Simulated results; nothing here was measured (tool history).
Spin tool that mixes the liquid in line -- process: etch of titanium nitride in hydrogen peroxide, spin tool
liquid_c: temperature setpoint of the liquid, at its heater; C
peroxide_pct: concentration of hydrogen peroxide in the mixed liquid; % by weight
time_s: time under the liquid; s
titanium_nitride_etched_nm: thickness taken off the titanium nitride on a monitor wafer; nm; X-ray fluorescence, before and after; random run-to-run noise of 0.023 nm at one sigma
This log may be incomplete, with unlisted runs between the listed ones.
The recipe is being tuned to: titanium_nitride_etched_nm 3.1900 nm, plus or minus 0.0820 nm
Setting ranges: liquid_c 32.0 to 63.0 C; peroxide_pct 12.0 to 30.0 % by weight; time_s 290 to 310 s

run	hour	liquid_c	peroxide_pct	time_s	titanium_nitride_etched_nm
1	0.0	47.0	20.5	290	6.7616
2	2.6	51.5	20.5	290	9.2862
3	7.6	48.0	20.5	290	7.2063
4	14.9	44.5	20.5	290	5.5624
5	21.9	42.0	20.5	290	4.6226
6	30.2	42.0	18.5	290	4.4488
7	33.2	40.5	18.5	290	4.0030
8	38.7	39.5	18.5	290	3.7295
9	41.0	39.0	18.5	290	3.6403
10	45.9	38.5	18.5	290	3.4649
11	53.1	37.0	18.5	290	3.0501

Exactly one of the 4 candidate moves below puts every result within its allowed miss. Which one?
A	60.3	37.5	18.5	290	?
B	60.3	37.0	12.0	310	?
C	60.3	38.5	15.5	290	?
D	60.3	38.5	18.5	290	?

move	titanium_nitride_etched_nm
A	3.2275
B	3.0286
C	3.3605
D	3.4890
A: in spec on every target
B: moves away from the targets compared with the last run
C: pushes the last run's worst result past its target
D: pushes the last run's worst result past its target
The move that meets every target is A.
